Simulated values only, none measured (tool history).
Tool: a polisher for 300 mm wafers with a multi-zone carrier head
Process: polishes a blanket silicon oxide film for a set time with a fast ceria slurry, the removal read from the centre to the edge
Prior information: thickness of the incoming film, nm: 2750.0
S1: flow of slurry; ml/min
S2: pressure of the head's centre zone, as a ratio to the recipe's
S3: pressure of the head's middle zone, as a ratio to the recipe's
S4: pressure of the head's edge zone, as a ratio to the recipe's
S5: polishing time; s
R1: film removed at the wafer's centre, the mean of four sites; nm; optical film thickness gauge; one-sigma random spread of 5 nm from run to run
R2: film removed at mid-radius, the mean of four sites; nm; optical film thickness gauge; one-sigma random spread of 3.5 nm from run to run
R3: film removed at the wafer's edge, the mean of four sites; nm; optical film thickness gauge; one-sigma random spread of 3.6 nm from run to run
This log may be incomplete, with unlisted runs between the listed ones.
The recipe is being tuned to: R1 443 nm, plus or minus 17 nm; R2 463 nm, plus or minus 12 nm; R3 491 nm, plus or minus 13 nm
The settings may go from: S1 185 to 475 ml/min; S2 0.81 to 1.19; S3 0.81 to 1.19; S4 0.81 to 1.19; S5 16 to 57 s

| run | hour | S1 | S2 | S3 | S4 | S5 | R1 | R2 | R3 |
|---|---|---|---|---|---|---|---|---|---|
| 1 | 0 | 305 | 1 | 1 | 1 | 36 | 646.44 | 642.88 | 652.29 |
| 2 | 0.8 | 305 | 1.06 | 1 | 1 | 36 | 685.46 | 643.34 | 654.34 |
| 3 | 6.6 | 300 | 1.01 | 0.97 | 0.97 | 34 | 614.41 | 595.73 | 603.36 |
| 4 | 12.7 | 300 | 1.01 | 1 | 0.97 | 34 | 604.42 | 605.76 | 613.11 |
| 5 | 21.7 | 300 | 0.93 | 1 | 0.97 | 34 | 556.64 | 614.66 | 609.49 |
| 6 | 26.6 | 300 | 0.93 | 1 | 1.02 | 34 | 567.66 | 610.74 | 627.59 |
| 7 | 31.5 | 295 | 0.92 | 0.97 | 0.99 | 33 | 549.76 | 578.01 | 595.77 |
| 8 | 34.8 | 285 | 0.9 | 0.95 | 0.97 | 32 | 515.63 | 539.71 | 572.6 |
| 9 | 40.7 | 285 | 0.89 | 0.94 | 0.94 | 31 | 492.2 | 525 | 550.37 |
| 10 | 41.5 | 285 | 0.89 | 0.94 | 0.94 | 31 | 491.25 | 524.18 | 540.66 |
| 11 | 42.3 | 275 | 0.88 | 0.92 | 0.92 | 31 | 482.96 | 516.31 | 543.42 |
| 12 | 43.6 | 275 | 0.88 | 0.91 | 0.9 | 31 | 486.9 | 515.68 | 533.59 |
| 13 | 47.8 | 270 | 0.87 | 0.89 | 0.89 | 31 | 466.38 | 504.04 | 532.55 |
| 14 | 54.3 | 255 | 0.9 | 0.85 | 0.81 | 29 | 446.82 | 443.97 | 473.42 |
| 15 | 56.8 | 260 | 0.89 | 0.85 | 0.82 | 29 | 445.03 | 445.72 | 480.54 |

Of the 4 settings listed for the next run, only one would bring every result within its allowed miss of target. Which one?
| A | 59.3 | 190 | 0.9 | 0.82 | 0.86 | 30 | ? | ? | ? |
| B | 59.3 | 235 | 0.92 | 0.9 | 0.81 | 30 | ? | ? | ? |
| C | 59.3 | 290 | 0.92 | 0.85 | 0.81 | 30 | ? | ? | ? |
| D | 59.3 | 195 | 0.85 | 0.86 | 0.81 | 31 | ? | ? | ? |

| move | R1 | R2 | R3 |
|---|---|---|---|
| A | 454.95 | 430.42 | 491.33 |
| B | 479.02 | 476.81 | 487.25 |
| C | 490.41 | 464.69 | 495.54 |
| D | 445.58 | 464.2 | 495.41 |
A: misses by more than the last run did
B: carries the result that was furthest off beyond its target, to the other side
C: the worst result of the last run now meets its target, but another is out of spec
D: hits every target within its allowed miss
The right move is D.

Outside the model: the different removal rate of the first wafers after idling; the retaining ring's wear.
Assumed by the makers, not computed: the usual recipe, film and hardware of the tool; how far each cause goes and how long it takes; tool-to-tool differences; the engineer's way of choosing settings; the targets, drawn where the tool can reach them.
